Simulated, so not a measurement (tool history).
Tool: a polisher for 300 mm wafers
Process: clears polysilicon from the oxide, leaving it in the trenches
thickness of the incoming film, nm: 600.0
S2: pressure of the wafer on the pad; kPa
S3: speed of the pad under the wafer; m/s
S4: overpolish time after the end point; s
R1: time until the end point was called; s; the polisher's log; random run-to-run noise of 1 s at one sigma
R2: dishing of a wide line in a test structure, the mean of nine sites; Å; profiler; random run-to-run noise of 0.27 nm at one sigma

Run 1, hour 0.0: flow of slurry (ml/min) 165, S2 13.1 kPa, S3 1.22 m/s, S4 8 s. Result: R1 53.860 s, R2 341.38 Å.
Run 2, hour 1.3: flow of slurry (ml/min) 165, S2 13.1 kPa, S3 1.22 m/s, S4 6 s. Result: R1 53.658 s, R2 307.49 Å.
Run 3, hour 4.9: flow of slurry (ml/min) 165, S2 12.4 kPa, S3 1.22 m/s, S4 5 s. Result: R1 55.370 s, R2 267.50 Å.
Run 4, hour 6.8: flow of slurry (ml/min) 165, S2 11.7 kPa, S3 1.22 m/s, S4 5 s. Result: R1 59.705 s, R2 259.67 Å.
Run 5, hour 14.1: flow of slurry (ml/min) 210, S2 11.7 kPa, S3 1.22 m/s, S4 5 s. Result: R1 58.083 s, R2 257.10 Å.
Run 6, hour 21.9: flow of slurry (ml/min) 210, S2 11.7 kPa, S3 0.96 m/s, S4 5 s. Result: R1 70.834 s, R2 231.37 Å.
Run 7, hour 23.5: flow of slurry (ml/min) 225, S2 11.7 kPa, S3 0.88 m/s, S4 2 s. Result: R1 80.334 s, R2 107.67 Å.
Run 8, hour 28.4: flow of slurry (ml/min) 220, S2 11.0 kPa, S3 0.94 m/s, S4 2 s. Result: R1 79.353 s, R2 108.28 Å.

Expected results for the next run?
Run 9, hour 35.9: flow of slurry (ml/min) 220, S2 12.4 kPa, S3 0.96 m/s, S4 6 s. Result: R1 ?, R2 ?.

{"run 9": {"R1": 69.721, "R2": 268.84}}
